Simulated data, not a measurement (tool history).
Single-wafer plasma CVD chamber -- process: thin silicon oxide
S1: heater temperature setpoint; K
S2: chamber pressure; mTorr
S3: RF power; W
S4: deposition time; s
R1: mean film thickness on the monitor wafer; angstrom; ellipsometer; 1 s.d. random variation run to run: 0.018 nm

Run 1, hour 0: S1 673.15 K, S2 785 mTorr, S3 250 W, S4 3.46 s. Result: R1 60.43 angstrom.
Run 2, hour 6.8: S1 679.15 K, S2 785 mTorr, S3 250 W, S4 3.46 s. Result: R1 60.311 angstrom.
Run 3, hour 15.3: S1 669.15 K, S2 785 mTorr, S3 250 W, S4 3.46 s. Result: R1 60.864 angstrom.
Run 4, hour 20.4: S1 669.15 K, S2 807 mTorr, S3 250 W, S4 3.46 s. Result: R1 61.467 angstrom.
Run 5, hour 22.4: S1 669.15 K, S2 807 mTorr, S3 220 W, S4 3.46 s. Result: R1 59.311 angstrom.
At hour 25.7: capacitance manometer re-zeroed and calibrated.
Run 6, hour 25.7: S1 669.15 K, S2 836 mTorr, S3 220 W, S4 3.46 s. Result: R1 58.071 angstrom.

What will run 7 give?
Run 7, hour 30: S1 669.15 K, S2 898 mTorr, S3 220 W, S4 3.46 s. Result: R1 ?.

R1: 60.963 angstrom

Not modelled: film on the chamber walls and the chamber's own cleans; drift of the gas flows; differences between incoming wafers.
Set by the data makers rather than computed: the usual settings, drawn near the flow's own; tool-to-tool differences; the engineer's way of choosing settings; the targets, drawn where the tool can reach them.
